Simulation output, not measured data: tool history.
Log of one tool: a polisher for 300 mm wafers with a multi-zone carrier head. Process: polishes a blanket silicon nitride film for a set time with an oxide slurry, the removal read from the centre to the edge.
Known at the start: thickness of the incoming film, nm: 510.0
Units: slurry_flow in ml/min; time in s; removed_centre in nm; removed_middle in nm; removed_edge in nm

run  hour  slurry_flow  centre_zone  middle_zone  edge_zone  slurry_solids  time  removed_centre  removed_middle  removed_edge
  1     0          165            1            1          1              1    72          61.878          54.646        55.187
  2     7          175         0.97         0.99       1.05            1.1    72          63.416          56.898        58.326
  3   9.6          175         0.97         0.99       0.97            1.1    72          63.816           56.45        56.988
  4  17.6          175         0.93         0.96       1.02            1.2    73          64.513          60.077        61.428
  5  18.4          175         0.91         0.92       1.06           1.25    73          65.083          58.549        63.855
  6  20.1          175         0.91         0.92       0.99           1.25    73          64.708          58.471         61.61

Run 7 comes next. What will it give?
  7  23.9          180         0.89         0.91       1.04            1.3    73               ?               ?             ?

removed_centre: 64.922 nm
removed_middle: 58.898 nm
removed_edge: 64.245 nm

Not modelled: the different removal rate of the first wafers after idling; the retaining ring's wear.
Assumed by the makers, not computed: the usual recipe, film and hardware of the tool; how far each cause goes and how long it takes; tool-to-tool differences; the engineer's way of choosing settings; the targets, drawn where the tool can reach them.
